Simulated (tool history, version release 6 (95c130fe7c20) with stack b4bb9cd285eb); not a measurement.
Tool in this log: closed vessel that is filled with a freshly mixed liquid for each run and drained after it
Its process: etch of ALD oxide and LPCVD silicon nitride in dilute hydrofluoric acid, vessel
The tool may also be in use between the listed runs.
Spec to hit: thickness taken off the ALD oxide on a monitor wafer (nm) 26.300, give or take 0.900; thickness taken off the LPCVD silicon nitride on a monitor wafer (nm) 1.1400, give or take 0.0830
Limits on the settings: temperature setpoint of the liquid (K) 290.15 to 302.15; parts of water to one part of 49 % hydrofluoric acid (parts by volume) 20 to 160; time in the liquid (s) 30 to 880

run   hour  temperature setpoint of the liquid (K)  parts of water to one part of 49 % hydrofluoric acid (parts by volume)  time in the liquid (s)  thickness taken off the ALD oxide on a monitor wafer (nm)  thickness taken off the LPCVD silicon nitride on a monitor wafer (nm)
  1    0.0                                  294.15                                                                      90                     450                                                     55.420                                                                 2.0720
  2    7.1                                  294.15                                                                      90                     300                                                     36.472                                                                 1.3617
  3   12.2                                  294.65                                                                      95                     305                                                     35.718                                                                 1.3358
  4   14.3                                  294.65                                                                      75                     305                                                     46.470                                                                 1.6985
  5   20.9                                  294.65                                                                      75                     425                                                     65.481                                                                 2.3502
  6   28.0                                  294.65                                                                      85                     430                                                     57.860                                                                 2.1723
  7   29.5                                  294.65                                                                      85                     430                                                     57.367                                                                 2.1221
  8   37.8                                  294.65                                                                      95                     435                                                     51.627                                                                 1.9973
  9   42.6                                  294.15                                                                     105                     440                                                     45.074                                                                 1.6776
      44.1  -- hydrofluoric acid flow meter replaced
 10   44.1                                  294.65                                                                     115                     440                                                     37.193                                                                 1.5077
 11   48.6                                  294.65                                                                     120                     440                                                     35.878                                                                 1.3606
 12   54.4                                  295.15                                                                     125                     440                                                     34.670                                                                 1.4450
 13   60.9                                  295.15                                                                     130                     445                                                     33.315                                                                 1.3319
 14   62.4                                  295.15                                                                     135                     450                                                     32.811                                                                 1.3298
 15   67.3                                  295.15                                                                     135                     450                                                     32.942                                                                 1.3603
 16   70.2                                  295.15                                                                     140                     455                                                     31.712                                                                 1.3246
 17   74.9                                  295.15                                                                     145                     460                                                     30.343                                                                 1.2679
 18   78.5                                  295.15                                                                     145                     460                                                     30.392                                                                 1.2197
 19   85.0                                  295.65                                                                     145                     460                                                     31.586                                                                 1.2870
 20   93.4                                  296.15                                                                     160                     450                                                     27.522                                                                 1.2304
 21  101.5                                  295.65                                                                     160                     450                                                     27.324                                                                 1.1677

Exercise: of the 4 proposed moves below, exactly one satisfies all targets within the stated allowed misses. Which move is it?
  A  109.6                                  292.15                                                                     140                     425                                                          ?                                                                      ?
  B  109.6                                  295.15                                                                     145                     425                                                          ?                                                                      ?
  C  109.6                                  291.65                                                                     145                     455                                                          ?                                                                      ?
  D  109.6                                  296.15                                                                     160                     430                                                          ?                                                                      ?

move  thickness taken off the ALD oxide on a monitor wafer (nm)  thickness taken off the LPCVD silicon nitride on a monitor wafer (nm)
   A                                                     25.927                                                                 0.9919
   B                                                     28.057                                                                 1.1708
   C                                                     26.130                                                                 0.9922
   D                                                     26.304                                                                 1.1479
A: meets the target for the result that was furthest off, but another lies outside its allowed miss
B: moves away from the targets compared with the last run
C: meets the target for the result that was furthest off, but another lies outside its allowed miss
D: hits every target within its allowed miss
The right move is D.
